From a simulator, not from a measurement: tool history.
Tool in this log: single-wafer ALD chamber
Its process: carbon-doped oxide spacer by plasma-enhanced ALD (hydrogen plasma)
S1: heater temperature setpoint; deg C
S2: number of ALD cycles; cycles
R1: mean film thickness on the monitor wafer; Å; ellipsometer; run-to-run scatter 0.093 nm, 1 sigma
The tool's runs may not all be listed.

{"run": 1, "day": 0.0, "S1": 405, "S2": 456, "R1": 232.47}
{"run": 2, "day": 0.225, "S1": 405, "S2": 521, "R1": 268.58}
{"run": 3, "day": 0.542, "S1": 399, "S2": 521, "R1": 272.73}
{"run": 4, "day": 0.783, "S1": 401, "S2": 498, "R1": 257.57}
{"run": 5, "day": 1.175, "S1": 401, "S2": 453, "R1": 236}
{"run": 6, "day": 1.5, "S1": 401, "S2": 486, "R1": 253.39}

Forecast run 7:
{"run": 7, "day": 1.658, "S1": 404, "S2": 468, "R1": "?"}

R1: 242.32 Å
